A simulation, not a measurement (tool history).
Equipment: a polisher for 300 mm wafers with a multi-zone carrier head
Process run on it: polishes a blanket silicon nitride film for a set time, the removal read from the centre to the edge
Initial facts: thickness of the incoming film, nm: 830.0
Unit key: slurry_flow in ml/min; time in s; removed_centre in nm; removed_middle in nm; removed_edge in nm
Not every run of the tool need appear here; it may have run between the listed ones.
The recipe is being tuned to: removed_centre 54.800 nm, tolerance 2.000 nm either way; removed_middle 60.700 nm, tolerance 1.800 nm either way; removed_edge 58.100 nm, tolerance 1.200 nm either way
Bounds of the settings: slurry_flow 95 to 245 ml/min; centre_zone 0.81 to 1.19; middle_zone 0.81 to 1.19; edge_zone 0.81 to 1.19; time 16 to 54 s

run  hour  slurry_flow  centre_zone  middle_zone  edge_zone  time  removed_centre  removed_middle  removed_edge
  1   0.0          155         1.00         1.00       1.00    35          79.089          82.558        83.953
  2   6.0          150         0.99         1.00       0.98    34          74.585          80.115        80.025
  3  13.2          150         0.99         1.07       0.98    34          75.766          83.615        80.452
  4  19.3          145         0.99         1.06       0.97    33          72.871          80.240        77.839
  5  22.1          145         0.99         1.05       0.96    32          70.346          77.282        75.237
  6  26.8          145         0.99         1.05       0.95    31          68.175          74.830        71.898
     28.3  -- centre zone pressure recalibrated
  7  28.3          145         0.99         1.04       0.94    31          72.785          73.611        71.854
  8  32.1          140         0.97         1.04       0.93    30          67.377          70.737        68.575
  9  33.8          135         0.96         1.04       0.92    30          69.007          70.771        68.032
 10  42.4          135         0.95         1.04       0.92    29          65.457          68.419        66.244
 11  46.0          105         0.88         1.01       0.82    26          50.830          58.654        53.832
 12  54.1          105         0.88         1.01       0.82    26          51.048          57.321        54.620
 13  55.5          110         0.88         1.01       0.82    26          51.002          58.559        54.666
 14  63.4          110         0.88         1.01       0.82    26          51.880          59.266        54.854
 15  64.4          115         0.88         1.01       0.82    26          51.994          59.295        55.010
 16  71.0          120         0.88         1.01       0.82    26          52.333          60.293        55.280
 17  79.1          120         0.88         1.01       0.83    26          52.274          60.053        56.237

Next run, 5 choices. One meets every target within its allowed miss, the rest don't. Which?
  A  87.2          120         0.96         1.02       0.84    25               ?               ?             ?
  B  87.2          155         0.87         0.97       0.85    26               ?               ?             ?
  C  87.2          115         0.86         1.00       0.87    26               ?               ?             ?
  D  87.2          130         0.97         1.15       0.81    25               ?               ?             ?
  E  87.2          110         0.85         1.12       0.81    26               ?               ?             ?

move  removed_centre  removed_middle  removed_edge
   A          56.090          57.066        54.071
   B          55.166          60.038        58.132
   C          51.799          58.331        56.861
   D          57.526          61.870        53.628
   E          50.797          61.734        54.751
A: lands further from the targets than the last run did
B: each result inside its tolerance
C: neither nearer nor further off than the last run
D: lands further from the targets than the last run did
E: lands further from the targets than the last run did
Go with B: it meets all targets.

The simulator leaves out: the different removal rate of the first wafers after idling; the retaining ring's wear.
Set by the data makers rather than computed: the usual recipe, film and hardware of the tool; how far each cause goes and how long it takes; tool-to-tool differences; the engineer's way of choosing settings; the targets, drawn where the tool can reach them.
